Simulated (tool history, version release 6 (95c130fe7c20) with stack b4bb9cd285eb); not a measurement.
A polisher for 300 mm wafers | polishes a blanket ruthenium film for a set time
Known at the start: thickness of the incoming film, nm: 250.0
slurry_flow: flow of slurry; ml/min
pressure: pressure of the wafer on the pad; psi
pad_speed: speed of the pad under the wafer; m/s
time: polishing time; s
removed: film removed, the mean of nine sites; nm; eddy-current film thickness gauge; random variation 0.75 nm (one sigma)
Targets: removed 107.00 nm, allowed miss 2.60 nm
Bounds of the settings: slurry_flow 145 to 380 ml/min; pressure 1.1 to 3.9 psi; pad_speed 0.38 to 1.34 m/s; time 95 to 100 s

run  hour  slurry_flow  pressure  pad_speed  time  removed
  1   0.0          245       2.5       0.86    95   115.04
  2   3.9          245       2.9       0.86    95   125.58
  3   6.9          245       3.5       0.86    95   144.49
  4   9.0          240       3.2       0.86    95   136.84
  5  12.2          240       2.9       0.86    95   126.19
  6  20.5          240       3.5       0.86    95   145.95
  7  25.0          240       3.5       0.86    95   144.01
  8  25.6          235       3.1       0.86    95   132.54
  9  29.0          235       2.8       0.86    95   122.66
 10  33.6          235       2.6       0.86    95   117.18
 11  41.8          235       2.5       0.86    95   115.82
 12  48.7          235       2.4       0.86    95   111.85

Which of these 4 next moves meets every target?
  A  55.6          195       2.7       0.74    97        ?
  B  55.6          155       2.3       0.98    96        ?
  C  55.6          215       2.6       0.82    98        ?
  D  55.6          210       2.9       0.74    98        ?

move  removed
   A   106.62
   B   115.82
   C   115.86
   D   114.24
A: meets every target
B: further off than the last run
C: further off than the last run
D: further off than the last run
The right move is A.

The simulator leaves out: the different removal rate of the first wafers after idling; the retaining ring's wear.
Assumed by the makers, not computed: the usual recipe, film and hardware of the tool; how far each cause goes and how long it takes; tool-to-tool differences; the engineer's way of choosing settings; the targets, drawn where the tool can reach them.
